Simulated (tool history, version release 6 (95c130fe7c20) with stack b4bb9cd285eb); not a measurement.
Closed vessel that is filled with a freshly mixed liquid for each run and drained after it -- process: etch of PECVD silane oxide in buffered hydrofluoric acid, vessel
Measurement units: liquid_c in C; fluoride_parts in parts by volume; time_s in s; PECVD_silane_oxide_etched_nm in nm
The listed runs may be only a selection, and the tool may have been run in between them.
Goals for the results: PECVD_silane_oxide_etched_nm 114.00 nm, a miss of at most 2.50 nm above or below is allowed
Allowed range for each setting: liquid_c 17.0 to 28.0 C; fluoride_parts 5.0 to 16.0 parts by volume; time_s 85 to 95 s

run	day	liquid_c	fluoride_parts	time_s	PECVD_silane_oxide_etched_nm
1	0.000	20.0	9.5	85	187.32
2	0.088	20.0	7.0	85	258.06
3	0.200	23.5	7.0	85	310.40
4	0.342	22.0	8.5	85	236.18
5	0.446	20.0	8.5	85	209.83
6	0.633	19.0	9.5	85	179.26
7	0.842	18.5	10.0	85	163.85
8	1.012	18.0	10.5	85	155.51
9	1.054	18.0	10.5	85	155.27
10	1.262	17.5	11.0	85	146.39
11	1.542	17.5	11.5	85	141.13
12	1.804	17.5	12.0	85	134.94
13	2.121	17.5	12.5	85	128.55
14	2.192	17.5	13.0	85	124.76

4 candidate next runs follow, results not yet known. Just one meets every target within its allowed miss. Identify it.
A	2.262	17.0	13.0	85	?
B	2.262	18.5	14.0	85	?
C	2.262	18.5	15.0	85	?
D	2.262	20.0	15.5	85	?

move	PECVD_silane_oxide_etched_nm
A	120.29
B	121.83
C	113.87
D	119.98
A: moves toward the targets from the last run without getting all of them in spec
B: moves toward the targets from the last run without getting all of them in spec
C: every result lands within tolerance
D: moves toward the targets from the last run without getting all of them in spec
C meets every target.
